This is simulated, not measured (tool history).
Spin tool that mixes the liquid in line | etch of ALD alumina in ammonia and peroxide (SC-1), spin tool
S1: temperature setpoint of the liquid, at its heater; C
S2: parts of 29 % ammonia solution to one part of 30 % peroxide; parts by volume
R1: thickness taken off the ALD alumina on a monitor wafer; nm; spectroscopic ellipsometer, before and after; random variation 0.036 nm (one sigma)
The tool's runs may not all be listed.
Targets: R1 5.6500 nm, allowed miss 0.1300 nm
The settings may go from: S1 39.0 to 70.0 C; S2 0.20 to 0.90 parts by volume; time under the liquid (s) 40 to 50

{"run": 1, "hour": 0.0, "S1": 55.0, "S2": 0.5, "time under the liquid (s)": 50, "R1": 4.1396}
{"run": 2, "hour": 2.7, "S1": 55.5, "S2": 0.5, "time under the liquid (s)": 50, "R1": 4.224}
{"run": 3, "hour": 8.9, "S1": 51.5, "S2": 0.5, "time under the liquid (s)": 50, "R1": 3.3821}
{"run": 4, "hour": 13.4, "S1": 52.5, "S2": 0.5, "time under the liquid (s)": 50, "R1": 3.6371}
{"run": 5, "hour": 17.8, "S1": 52.5, "S2": 0.6, "time under the liquid (s)": 50, "R1": 3.6729}
{"run": 6, "hour": 18.8, "S1": 53.5, "S2": 0.6, "time under the liquid (s)": 50, "R1": 3.8718}
{"run": 7, "hour": 19.6, "S1": 54.0, "S2": 0.6, "time under the liquid (s)": 50, "R1": 4.0017}
{"run": 8, "hour": 25.6, "S1": 54.5, "S2": 0.6, "time under the liquid (s)": 50, "R1": 4.1331}
{"run": 9, "hour": 29.7, "S1": 61.5, "S2": 0.6, "time under the liquid (s)": 50, "R1": 5.8745}

Which of these 4 next moves meets every target?
{"run": "A", "hour": 33.8, "S1": 61.5, "S2": 0.65, "time under the liquid (s)": 50, "R1": "?"}
{"run": "B", "hour": 33.8, "S1": 66.0, "S2": 0.75, "time under the liquid (s)": 40, "R1": "?"}
{"run": "C", "hour": 33.8, "S1": 62.0, "S2": 0.65, "time under the liquid (s)": 50, "R1": "?"}
{"run": "D", "hour": 33.8, "S1": 60.5, "S2": 0.65, "time under the liquid (s)": 50, "R1": "?"}

move=A R1=5.9520
move=B R1=6.0446
move=C R1=6.1048
move=D R1=5.6562
A: further off than the last run
B: further off than the last run
C: further off than the last run
D: meets every target
Move D is the one to make.
